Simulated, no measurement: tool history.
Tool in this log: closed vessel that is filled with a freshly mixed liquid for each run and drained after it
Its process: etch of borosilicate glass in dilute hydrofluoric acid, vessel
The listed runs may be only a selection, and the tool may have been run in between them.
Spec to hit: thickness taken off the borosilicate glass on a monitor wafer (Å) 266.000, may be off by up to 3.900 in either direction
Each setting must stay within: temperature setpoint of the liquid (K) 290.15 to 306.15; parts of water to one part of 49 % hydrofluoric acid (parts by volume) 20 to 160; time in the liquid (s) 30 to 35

run	hour	temperature setpoint of the liquid (K)	parts of water to one part of 49 % hydrofluoric acid (parts by volume)	time in the liquid (s)	thickness taken off the borosilicate glass on a monitor wafer (Å)
1	0.0	298.15	90	35	79.748
2	4.2	300.65	90	35	88.366
3	5.4	302.15	70	35	122.750
4	14.2	303.15	55	35	167.060
5	23.4	303.15	30	35	321.310
6	29.0	301.15	30	35	297.290
7	33.5	301.15	30	35	294.640
8	42.6	299.65	30	35	277.600
9	46.0	299.15	30	35	271.510

Pick the move, out of 4, that brings all results within their allowed miss; only one does.
A	49.4	298.65	30	35	?
B	49.4	299.65	30	35	?
C	49.4	301.65	35	35	?
D	49.4	303.65	35	35	?

move	thickness taken off the borosilicate glass on a monitor wafer (Å)
A	265.940
B	277.130
C	255.780
D	277.060
A: all results in spec
B: the biggest miss grows against the last run
C: carries the result that was furthest off beyond its target, to the other side
D: the biggest miss grows against the last run
The move that meets every target is A.
